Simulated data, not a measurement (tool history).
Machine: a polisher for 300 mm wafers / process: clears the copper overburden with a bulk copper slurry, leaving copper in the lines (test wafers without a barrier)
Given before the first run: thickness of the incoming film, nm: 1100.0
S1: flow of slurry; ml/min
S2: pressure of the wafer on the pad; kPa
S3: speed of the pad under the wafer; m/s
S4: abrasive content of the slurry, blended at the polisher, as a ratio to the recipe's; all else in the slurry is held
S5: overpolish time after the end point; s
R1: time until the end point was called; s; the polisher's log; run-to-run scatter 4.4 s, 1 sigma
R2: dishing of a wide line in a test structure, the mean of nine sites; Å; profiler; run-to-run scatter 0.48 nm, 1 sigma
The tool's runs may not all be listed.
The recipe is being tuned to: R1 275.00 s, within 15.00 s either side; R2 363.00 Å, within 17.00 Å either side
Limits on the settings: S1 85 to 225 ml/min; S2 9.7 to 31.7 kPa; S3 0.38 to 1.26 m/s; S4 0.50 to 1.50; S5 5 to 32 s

run,hour,S1,S2,S3,S4,S5,R1,R2
1,0.0,145,20.7,0.82,1.00,16,142.75,418.11
2,1.4,145,18.6,0.80,1.00,17,159.31,409.00
3,9.5,145,15.9,0.80,1.00,17,177.14,381.83
4,14.0,145,15.9,0.80,0.80,17,184.40,375.15
5,17.5,145,14.5,0.78,0.80,18,199.76,371.52
6,22.5,145,14.5,0.78,0.80,24,198.52,412.34
7,29.7,145,13.8,0.76,0.80,24,206.56,414.22
8,34.6,145,13.1,0.74,0.80,24,220.13,390.66
9,42.3,145,12.4,0.74,0.80,24,230.38,393.37
10,43.7,145,11.7,0.74,0.80,24,236.16,385.31
11,51.4,145,11.0,0.74,0.80,24,250.63,379.79
12,58.8,145,10.3,0.74,0.80,24,248.37,376.50

5 candidate next runs follow, results not yet known. Just one meets every target within its allowed miss. Identify it.
A,66.2,135,9.7,0.62,0.80,29,?,?
B,66.2,210,9.7,0.58,0.55,30,?,?
C,66.2,135,11.7,0.76,0.80,22,?,?
D,66.2,140,9.7,0.70,0.80,25,?,?
E,66.2,170,9.7,0.70,0.70,21,?,?

move,R1,R2
A,304.71,365.56
B,311.32,367.54
C,231.58,370.50
D,275.81,357.68
E,270.85,331.51
A: pushes the last run's worst result past its target
B: pushes the last run's worst result past its target
C: lands further from the targets than the last run did
D: all results in spec
E: the worst result of the last run now meets its target, but another is out of spec
Move D is the one to make.
